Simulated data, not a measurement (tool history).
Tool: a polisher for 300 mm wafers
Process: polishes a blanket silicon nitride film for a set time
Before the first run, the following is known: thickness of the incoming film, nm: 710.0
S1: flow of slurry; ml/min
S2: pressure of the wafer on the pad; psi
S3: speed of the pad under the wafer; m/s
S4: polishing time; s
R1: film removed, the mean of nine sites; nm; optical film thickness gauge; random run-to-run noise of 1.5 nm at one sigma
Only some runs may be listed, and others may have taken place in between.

run    day   S1   S2    S3  S4      R1
  1  0.000  130  4.6  1.28  48  115.22
  2  0.238  140  5.2  1.28  48  128.11
  3  0.308  140  5.7  1.28  48  140.24
  4  0.650  140  5.7  1.42  48  153.13
  5  0.829  125  5.7  1.42  48  149.51
  6  1.104  125  5.7  1.42  50  153.94
  7  1.304  140  5.8  1.42  50  161.40

What does the tool deliver on the next run?
  8  1.600  145  6.0  1.42  50   ?

Run 8 produced R1 168.01 nm.

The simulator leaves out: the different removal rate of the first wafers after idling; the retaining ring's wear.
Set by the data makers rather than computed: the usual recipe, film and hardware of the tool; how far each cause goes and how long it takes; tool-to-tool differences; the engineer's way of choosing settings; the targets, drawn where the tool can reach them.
